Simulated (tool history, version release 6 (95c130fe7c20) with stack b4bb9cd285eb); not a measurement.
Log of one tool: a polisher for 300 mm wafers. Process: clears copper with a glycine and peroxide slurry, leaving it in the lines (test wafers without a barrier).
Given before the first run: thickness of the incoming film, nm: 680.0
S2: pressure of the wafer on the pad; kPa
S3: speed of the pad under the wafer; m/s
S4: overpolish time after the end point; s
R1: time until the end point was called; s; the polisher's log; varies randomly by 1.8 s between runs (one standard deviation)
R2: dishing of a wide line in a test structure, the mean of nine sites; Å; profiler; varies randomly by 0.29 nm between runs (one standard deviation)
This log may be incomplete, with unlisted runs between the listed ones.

Run 1, hour 0.0: flow of slurry (ml/min) 295, S2 18.6 kPa, S3 0.92 m/s, S4 18 s. Result: R1 142.49 s, R2 625.29 Å.
Run 2, hour 7.1: flow of slurry (ml/min) 345, S2 18.6 kPa, S3 0.92 m/s, S4 18 s. Result: R1 139.82 s, R2 634.11 Å.
Run 3, hour 16.1: flow of slurry (ml/min) 345, S2 21.4 kPa, S3 0.92 m/s, S4 18 s. Result: R1 128.19 s, R2 670.16 Å.
Run 4, hour 21.4: flow of slurry (ml/min) 360, S2 21.4 kPa, S3 0.86 m/s, S4 16 s. Result: R1 135.76 s, R2 593.39 Å.
Run 5, hour 29.9: flow of slurry (ml/min) 360, S2 21.4 kPa, S3 0.86 m/s, S4 22 s. Result: R1 134.70 s, R2 783.18 Å.
Run 6, hour 38.9: flow of slurry (ml/min) 365, S2 20.7 kPa, S3 0.84 m/s, S4 20 s. Result: R1 141.82 s, R2 694.04 Å.
Run 7, hour 47.8: flow of slurry (ml/min) 340, S2 19.3 kPa, S3 0.84 m/s, S4 18 s. Result: R1 146.37 s, R2 601.70 Å.

Forecast run 8:
Run 8, hour 55.6: flow of slurry (ml/min) 255, S2 14.5 kPa, S3 0.72 m/s, S4 9 s. Result: R1 ?, R2 ?.

{"run 8": {"R1": 198.76, "R2": 248.55}}
